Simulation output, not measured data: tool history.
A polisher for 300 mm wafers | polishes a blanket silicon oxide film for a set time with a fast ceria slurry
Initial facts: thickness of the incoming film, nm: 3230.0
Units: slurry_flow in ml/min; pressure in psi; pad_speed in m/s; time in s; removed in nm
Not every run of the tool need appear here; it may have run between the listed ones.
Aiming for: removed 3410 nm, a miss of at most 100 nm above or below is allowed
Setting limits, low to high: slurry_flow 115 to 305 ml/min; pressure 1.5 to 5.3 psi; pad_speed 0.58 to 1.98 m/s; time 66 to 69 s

run	hour	slurry_flow	pressure	pad_speed	time	removed
1	0	195	3.4	1.28	66	1603
2	1.3	200	3.7	1.32	66	1794.5
3	2.7	225	3.7	1.32	66	1830.4
4	11.1	225	3.7	1.44	66	1994.4
5	15	225	3.9	1.46	66	2129.3
6	21.8	225	4.1	1.48	66	2256.6
7	23.7	230	4.3	1.5	66	2387.7
8	30.1	230	5.3	1.64	66	3218.9
9	36.3	235	5.3	1.64	66	3163
10	38.6	235	5.3	1.66	66	3272.6
11	43.7	240	5.3	1.68	66	3270.6

Consider the 4 candidate settings below. Which is the only one whose results all fall within their allowed miss of target?
A	48.8	255	5.2	1.58	68	?
B	48.8	250	4.9	1.76	66	?
C	48.8	235	5.1	1.58	68	?
D	48.8	230	5	1.76	69	?

move	removed
A	3153.8
B	3196.4
C	3065.4
D	3375.2
A: lands further from the targets than the last run did
B: lands further from the targets than the last run did
C: lands further from the targets than the last run did
D: all results in spec
Correct choice: D, which meets every target
